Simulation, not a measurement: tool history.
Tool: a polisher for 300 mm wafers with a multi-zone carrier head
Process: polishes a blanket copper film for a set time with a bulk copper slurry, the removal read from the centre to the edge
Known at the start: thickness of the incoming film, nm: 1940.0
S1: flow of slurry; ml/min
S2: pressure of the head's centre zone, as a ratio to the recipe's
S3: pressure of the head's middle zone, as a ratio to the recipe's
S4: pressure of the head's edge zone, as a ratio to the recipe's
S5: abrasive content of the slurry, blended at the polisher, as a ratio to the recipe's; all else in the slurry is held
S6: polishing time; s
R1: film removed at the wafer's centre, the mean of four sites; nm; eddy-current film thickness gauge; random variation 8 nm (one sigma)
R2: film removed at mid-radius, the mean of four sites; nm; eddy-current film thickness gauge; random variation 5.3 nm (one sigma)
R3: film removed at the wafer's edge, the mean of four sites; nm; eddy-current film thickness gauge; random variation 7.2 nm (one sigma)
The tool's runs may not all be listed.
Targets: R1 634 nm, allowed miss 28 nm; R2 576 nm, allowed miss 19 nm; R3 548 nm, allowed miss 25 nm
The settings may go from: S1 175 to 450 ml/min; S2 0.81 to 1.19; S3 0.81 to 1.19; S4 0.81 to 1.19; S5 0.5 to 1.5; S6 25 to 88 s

run  hour   S1    S2    S3    S4    S5  S6      R1      R2      R3
  1     0  290     1     1     1     1  56  481.27  498.61  491.98
  2   2.2  290     1     1     1     1  70  588.03   605.6  626.01
  3   6.1  295  1.04     1  0.96  0.95  70  632.55  601.99  608.16
  4  11.6  295  1.04     1  0.92  0.95  70  632.67  616.38  596.62
  5  12.7  335  1.04     1  0.92  0.95  70  643.39  623.52  590.88
  6  21.2  335  1.04     1  0.85  0.95  70  641.78  620.16  575.68
  7  26.3  335  1.05  0.99  0.84   0.9  70  626.59  596.53  581.91
  8  30.8  345  1.07     1  0.84   0.9  69  635.77   601.6  573.55

Which of these 5 next moves meets every target?
  A  35.3  345  1.04  1.01  0.87  0.75  74   ?   ?   ?
  B  35.3  340  1.11  1.01  0.83  0.95  65   ?   ?   ?
  C  35.3  315  1.03  1.02  0.93  0.95  69   ?   ?   ?
  D  35.3  450  1.04  1.05  0.81   1.3  61   ?   ?   ?
  E  35.3  250  1.05  1.06  0.84   1.1  68   ?   ?   ?

move      R1      R2      R3
   A  640.42   617.6  576.56
   B  636.95  575.18  528.07
   C  620.21  609.79  580.75
   D  626.72  622.55  543.71
   E  621.33  621.62  556.23
A: further off than the last run
B: meets every target
C: further off than the last run
D: further off than the last run
E: further off than the last run
Move B is the one to make.
